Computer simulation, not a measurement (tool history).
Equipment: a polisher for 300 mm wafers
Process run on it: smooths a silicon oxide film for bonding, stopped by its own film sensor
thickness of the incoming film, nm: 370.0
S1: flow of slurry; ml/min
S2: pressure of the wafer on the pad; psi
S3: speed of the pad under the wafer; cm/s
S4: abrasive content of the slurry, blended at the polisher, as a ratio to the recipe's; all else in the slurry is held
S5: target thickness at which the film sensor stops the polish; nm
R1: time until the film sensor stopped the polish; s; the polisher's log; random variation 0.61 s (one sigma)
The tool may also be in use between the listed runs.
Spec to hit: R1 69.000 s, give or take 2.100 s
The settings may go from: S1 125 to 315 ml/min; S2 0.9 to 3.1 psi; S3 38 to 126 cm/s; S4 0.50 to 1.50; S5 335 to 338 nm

run  hour   S1   S2  S3    S4   S5      R1
  1   0.0  205  2.0  82  1.00  335  53.185
  2   5.4  205  2.0  82  1.00  335  53.029
  3   7.5  205  2.0  90  1.00  335  50.791
  4  16.2  205  2.0  90  1.00  338  46.391
  5  24.2  205  1.8  90  1.00  338  51.874
  6  25.2  205  1.7  90  1.00  338  54.180
  7  31.2  195  1.1  90  1.00  338  83.085
  8  38.3  210  1.1  90  1.00  338  82.686
  9  44.1  210  1.2  90  1.00  338  75.547
 10  46.9  220  1.2  90  1.00  338  75.406
 11  51.2  230  1.2  90  1.00  338  75.653

Exercise: of the 5 proposed moves below, exactly one satisfies all targets within the stated allowed misses. Which move is it?
  A  55.5  270  1.4   82  0.95  338   ?
  B  55.5  255  1.3   86  1.20  337   ?
  C  55.5  260  1.2  108  1.05  338   ?
  D  55.5  220  1.5   90  1.10  335   ?
  E  55.5  240  1.3   90  1.15  338   ?

move      R1
   A  68.700
   B  65.787
   C  65.162
   D  63.163
   E  64.060
A: every result within its allowed miss
B: the result that was furthest off in the last run now lies on the other side of its target
C: the result that was furthest off in the last run now lies on the other side of its target
D: the result that was furthest off in the last run now lies on the other side of its target
E: the result that was furthest off in the last run now lies on the other side of its target
Move A is the one to make.

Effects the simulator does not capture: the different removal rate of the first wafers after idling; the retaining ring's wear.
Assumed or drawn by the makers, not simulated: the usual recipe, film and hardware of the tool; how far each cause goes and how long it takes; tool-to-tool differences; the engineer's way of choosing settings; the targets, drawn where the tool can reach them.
